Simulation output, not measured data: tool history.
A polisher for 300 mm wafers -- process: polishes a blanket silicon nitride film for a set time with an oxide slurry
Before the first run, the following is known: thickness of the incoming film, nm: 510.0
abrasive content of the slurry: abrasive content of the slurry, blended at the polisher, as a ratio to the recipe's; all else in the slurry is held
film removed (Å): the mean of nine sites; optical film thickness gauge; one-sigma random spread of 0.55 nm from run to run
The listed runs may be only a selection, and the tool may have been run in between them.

| run | day | flow of slurry (ml/min) | pressure of the wafer on the pad (psi) | speed of the pad under the wafer (cm/s) | abrasive content of the slurry | polishing time (s) | film removed (Å) |
|---|---|---|---|---|---|---|---|
| 1 | 0.000 | 155 | 2.6 | 98 | 1.0 | 63 | 307.79 |
| 2 | 0.279 | 155 | 2.6 | 98 | 1.0 | 58 | 281.88 |
| 3 | 0.575 | 160 | 3.0 | 98 | 1.0 | 58 | 329.09 |
| 4 | 0.688 | 165 | 3.3 | 100 | 1.0 | 58 | 362.96 |
| 5 | 1.042 | 165 | 2.8 | 100 | 1.0 | 58 | 308.72 |
| 6 | 1.342 | 165 | 3.1 | 104 | 1.0 | 58 | 351.05 |
| 7 | 1.533 | 165 | 3.3 | 106 | 1.0 | 58 | 380.19 |
| 8 | 1.650 | 165 | 3.5 | 108 | 1.0 | 58 | 406.84 |

Run 9 comes next. What will it give?
| 9 | 1.871 | 165 | 3.6 | 110 | 1.0 | 58 | ? |

{"run 9": {"film removed (Å)": 420.49}}
